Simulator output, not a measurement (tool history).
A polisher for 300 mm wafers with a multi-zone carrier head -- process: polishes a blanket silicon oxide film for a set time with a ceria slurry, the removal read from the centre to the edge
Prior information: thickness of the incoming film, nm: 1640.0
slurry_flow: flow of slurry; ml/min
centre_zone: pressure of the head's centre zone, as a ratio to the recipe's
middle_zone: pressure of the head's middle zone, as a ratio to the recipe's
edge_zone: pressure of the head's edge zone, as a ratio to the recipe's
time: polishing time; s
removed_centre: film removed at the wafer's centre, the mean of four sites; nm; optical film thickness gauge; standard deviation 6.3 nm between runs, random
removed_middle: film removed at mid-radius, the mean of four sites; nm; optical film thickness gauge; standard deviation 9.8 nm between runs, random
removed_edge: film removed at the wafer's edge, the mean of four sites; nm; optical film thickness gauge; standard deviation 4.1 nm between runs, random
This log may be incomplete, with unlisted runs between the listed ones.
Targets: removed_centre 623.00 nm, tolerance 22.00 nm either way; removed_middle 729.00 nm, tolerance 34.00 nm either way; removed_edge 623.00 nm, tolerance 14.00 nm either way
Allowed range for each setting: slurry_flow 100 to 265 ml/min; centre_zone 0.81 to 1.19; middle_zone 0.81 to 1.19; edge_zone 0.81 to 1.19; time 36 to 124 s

run	hour	slurry_flow	centre_zone	middle_zone	edge_zone	time	removed_centre	removed_middle	removed_edge
1	0.0	170	1.00	1.00	1.00	79	429.23	453.95	461.38
2	4.7	180	1.01	1.02	1.01	81	453.42	483.68	478.86
3	8.9	180	1.01	1.02	0.97	81	452.09	479.49	468.05
4	11.3	180	1.01	1.02	0.97	71	395.64	425.31	412.88
5	17.9	190	1.02	1.04	0.99	74	413.27	448.57	436.96
6	18.7	195	1.03	1.06	0.99	77	441.67	480.11	456.79
7	26.5	245	1.06	1.16	1.08	99	604.87	681.29	626.59
8	29.0	245	1.06	1.16	1.07	99	609.16	668.32	627.38
9	35.8	245	1.05	1.16	1.05	100	601.11	678.01	621.01
10	37.3	245	1.05	1.16	1.04	101	621.29	685.23	632.29
# hour 39.4: centre zone pressure recalibrated
11	39.4	245	1.04	1.16	1.02	102	645.41	684.38	623.39
12	44.8	240	1.03	1.16	1.02	103	655.96	694.73	635.66

Which single option among these 5 for the next run brings every result within its allowed miss of target? Just one does.
A	50.2	225	1.06	1.19	1.10	105	?	?	?
B	50.2	235	0.95	1.19	0.86	118	?	?	?
C	50.2	235	1.10	1.07	1.01	103	?	?	?
D	50.2	220	0.93	1.15	0.86	110	?	?	?
E	50.2	220	1.01	1.16	0.99	109	?	?	?

move	removed_centre	removed_middle	removed_edge
A	663.79	713.08	663.34
B	672.25	806.67	665.74
C	679.70	649.00	627.29
D	607.28	726.31	616.86
E	653.99	724.03	652.49
A: misses by more than the last run did
B: misses by more than the last run did
C: misses by more than the last run did
D: all results in spec
E: misses by more than the last run did
The right move is D.
